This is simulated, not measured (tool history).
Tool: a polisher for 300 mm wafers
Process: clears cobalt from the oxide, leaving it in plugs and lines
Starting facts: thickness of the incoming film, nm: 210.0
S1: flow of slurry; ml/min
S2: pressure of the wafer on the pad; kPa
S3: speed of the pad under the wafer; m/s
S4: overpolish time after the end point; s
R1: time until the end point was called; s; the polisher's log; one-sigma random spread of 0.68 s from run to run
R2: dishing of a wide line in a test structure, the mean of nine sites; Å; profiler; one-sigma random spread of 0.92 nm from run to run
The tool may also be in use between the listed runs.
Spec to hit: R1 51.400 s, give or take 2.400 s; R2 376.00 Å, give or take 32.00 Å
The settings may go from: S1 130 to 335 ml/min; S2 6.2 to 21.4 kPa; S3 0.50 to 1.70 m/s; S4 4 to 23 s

run,hour,S1,S2,S3,S4,R1,R2
1,0.0,215,13.8,1.10,12,39.573,341.16
2,5.5,215,12.4,1.10,12,41.867,326.70
3,9.6,215,10.3,1.10,12,47.206,298.62
4,11.8,215,10.3,1.22,12,42.624,319.86
# hour 14.1: worn pad replaced by a new one
5,14.1,215,9.7,1.22,13,40.291,339.02
6,16.0,215,9.0,1.18,14,42.387,336.09
7,23.5,210,8.3,1.12,15,47.634,341.25
8,29.2,210,8.3,1.12,15,46.506,350.60
9,31.9,210,7.6,1.12,15,49.627,343.11
10,39.0,210,7.6,1.12,15,48.333,336.30

Exercise: of the 5 proposed moves below, exactly one satisfies all targets within the stated allowed misses. Which move is it?
A,46.1,235,9.0,0.92,20,?,?
B,46.1,145,14.5,0.82,11,?,?
C,46.1,225,8.3,1.18,10,?,?
D,46.1,205,9.0,1.22,14,?,?
E,46.1,190,10.3,1.04,21,?,?

move,R1,R2
A,52.305,366.88
B,44.784,303.69
C,45.185,287.59
D,42.500,346.64
E,44.794,388.29
A: meets every target
B: misses by more than the last run did
C: misses by more than the last run did
D: misses by more than the last run did
E: misses by more than the last run did
The move that meets every target is A.
